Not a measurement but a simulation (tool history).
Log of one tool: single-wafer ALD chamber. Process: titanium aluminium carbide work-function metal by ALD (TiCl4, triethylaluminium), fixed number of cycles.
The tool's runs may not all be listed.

run    day  heater temperature setpoint (deg C)  triethylaluminium pulse time (s)  mean film thickness on the monitor wafer (nm)
  1  0.000                                  290                             12.10                                         1.9266
  2  0.050                                  296                             12.10                                         1.9846
  3  0.142                                  291                             12.10                                         1.9344
  4  0.429                                  291                             14.27                                         1.9451
  5  0.712                                  294                             14.46                                         1.9828
  6  1.038                                  294                             11.68                                         1.9562

What will run 7 give?
  7  1.171                                  297                             11.95                                              ?

Run 7 yielded mean film thickness on the monitor wafer (nm) 1.9824.
